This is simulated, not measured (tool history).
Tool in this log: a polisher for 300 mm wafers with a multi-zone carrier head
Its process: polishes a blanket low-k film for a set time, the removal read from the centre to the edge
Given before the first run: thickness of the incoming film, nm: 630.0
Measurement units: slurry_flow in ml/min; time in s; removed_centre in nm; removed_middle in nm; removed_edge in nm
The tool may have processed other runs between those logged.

run,hour,slurry_flow,centre_zone,middle_zone,edge_zone,slurry_solids,time,removed_centre,removed_middle,removed_edge
1,0,295,1,1,1,1,82,33.216,33.011,32.723
2,1.5,295,0.97,1.01,0.98,0.95,82,31.889,32.768,31.835
3,5.6,295,0.97,1.01,0.98,0.95,71,27.367,28.109,27.59
4,13.8,295,0.96,1.03,0.98,0.95,71,27.881,28.156,28.311
5,21.8,295,0.93,1.05,0.94,0.9,72,26.206,28.939,27.363
6,23.5,295,0.93,0.97,0.94,0.9,72,26.3,28.341,27.216
7,29.5,295,0.92,0.98,0.92,0.9,72,26.215,27.943,26.47
8,30.5,300,0.9,1,0.91,0.9,72,25.625,28.132,27.058
9,37,290,0.89,1.03,0.89,0.9,73,26.122,29.451,27.088

Forecast run 10:
10,39.1,290,0.88,1.04,0.88,0.9,73,?,?,?

Run 10 measured removed_centre 25.325 nm, removed_middle 28.301 nm, removed_edge 26.413 nm.
